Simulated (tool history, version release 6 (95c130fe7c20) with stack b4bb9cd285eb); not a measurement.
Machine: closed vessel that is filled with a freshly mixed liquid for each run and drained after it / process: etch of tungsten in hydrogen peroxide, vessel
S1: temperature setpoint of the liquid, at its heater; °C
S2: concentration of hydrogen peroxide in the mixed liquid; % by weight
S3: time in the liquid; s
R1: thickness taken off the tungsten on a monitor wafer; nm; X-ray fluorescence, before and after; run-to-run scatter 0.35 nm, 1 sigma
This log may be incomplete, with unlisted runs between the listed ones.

run    day    S1    S2  S3      R1
  1      0    48  16.5  30  73.168
  2  0.354    48  16.5  30  73.642
  3  0.404    45  16.5  30  61.311
  4  0.446    45  18.5  30  63.643
  5  0.775    42  18.5  30   53.16
  6  1.021    42  18.5  30  53.645
  7  1.112  40.5  18.5  30  48.318

Predict the results of run 8:
  8  1.446  39.5  18.5  30   ?

{"run 8": {"R1": 45.948}}
